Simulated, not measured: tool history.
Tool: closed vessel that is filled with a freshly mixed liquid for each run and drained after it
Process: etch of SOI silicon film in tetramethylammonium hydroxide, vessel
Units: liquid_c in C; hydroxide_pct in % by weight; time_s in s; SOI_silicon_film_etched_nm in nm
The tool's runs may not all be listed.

run	hour	liquid_c	hydroxide_pct	time_s	SOI_silicon_film_etched_nm
1	0	74	14.5	95	739.45
2	8	74	14.5	95	737.97
3	14.8	74	14.5	105	814.23
4	18.6	74	12	105	898.51
5	27.4	74	9	105	989.61
6	36.7	74	12	105	890.54

Forecast run 7:
7	43.9	74.5	12	105	?

Run 7 gave SOI_silicon_film_etched_nm 915.8 nm.
